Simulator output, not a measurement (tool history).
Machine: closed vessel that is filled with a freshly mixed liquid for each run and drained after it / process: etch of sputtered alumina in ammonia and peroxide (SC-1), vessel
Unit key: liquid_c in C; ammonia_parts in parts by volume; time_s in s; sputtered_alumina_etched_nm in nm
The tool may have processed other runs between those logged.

run,hour,liquid_c,ammonia_parts,time_s,sputtered_alumina_etched_nm
1,0.0,55.0,0.55,155,10.3760
2,3.1,52.0,0.55,155,8.8416
3,4.6,55.5,0.55,155,10.7200
4,6.8,52.5,0.55,155,9.1593
5,15.1,58.0,0.55,155,12.1930
6,17.9,63.5,0.55,155,16.2170
# hour 23.1: ammonia flow meter replaced
7,23.1,58.0,0.55,155,12.4200
8,28.5,54.0,0.55,155,10.1030

Run 9, settings as shown, results not yet in. Your forecast:
9,34.4,51.0,0.55,155,?

{"run 9": {"sputtered_alumina_etched_nm": 8.5705}}
